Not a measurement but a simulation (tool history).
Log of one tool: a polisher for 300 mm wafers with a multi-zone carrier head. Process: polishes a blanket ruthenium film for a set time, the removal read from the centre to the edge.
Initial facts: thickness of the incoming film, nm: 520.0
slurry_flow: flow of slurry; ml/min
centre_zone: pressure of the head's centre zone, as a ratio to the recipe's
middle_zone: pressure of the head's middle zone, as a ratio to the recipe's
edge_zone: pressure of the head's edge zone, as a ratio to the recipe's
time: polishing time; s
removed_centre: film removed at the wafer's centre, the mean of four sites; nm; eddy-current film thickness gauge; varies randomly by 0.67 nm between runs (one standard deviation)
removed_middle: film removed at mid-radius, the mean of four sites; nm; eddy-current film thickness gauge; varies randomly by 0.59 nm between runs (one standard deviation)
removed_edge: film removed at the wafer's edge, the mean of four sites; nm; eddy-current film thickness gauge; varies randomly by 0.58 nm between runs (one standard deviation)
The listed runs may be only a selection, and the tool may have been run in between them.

run,hour,slurry_flow,centre_zone,middle_zone,edge_zone,time,removed_centre,removed_middle,removed_edge
1,0,315,1,1,1,76,68.228,76.785,75.942
2,5.8,315,1,1,1,65,58.684,65.438,64.5
3,14.4,315,1,1,0.92,65,57.454,64.973,62.485
4,23.3,315,1,0.92,0.92,65,59.333,61.858,62.817
5,31.6,315,1,0.92,0.92,47,42.332,44.751,45.033
6,32.7,315,1,0.96,0.92,47,41.522,46.192,45.198
7,33.5,320,1,0.98,0.95,51,45.017,50.52,50.116
8,38.6,320,1,0.98,0.95,51,46.413,50.876,50.33
# hour 46.3: centre zone pressure recalibrated
9,46.3,330,1,1.01,0.98,54,55.135,54.956,54.019
10,52.6,325,0.98,1.03,1,57,56.513,57.643,57.316
11,57.6,305,0.99,1.04,1.01,60,59.892,62.069,60.983
12,62.2,295,0.97,1.04,1,62,61.497,64.233,61.376

Predict the results of run 13:
13,70.8,305,1,1.05,0.99,64,?,?,?

Run 13 came out at removed_centre 65.82 nm, removed_middle 66.636 nm, removed_edge 64.607 nm.
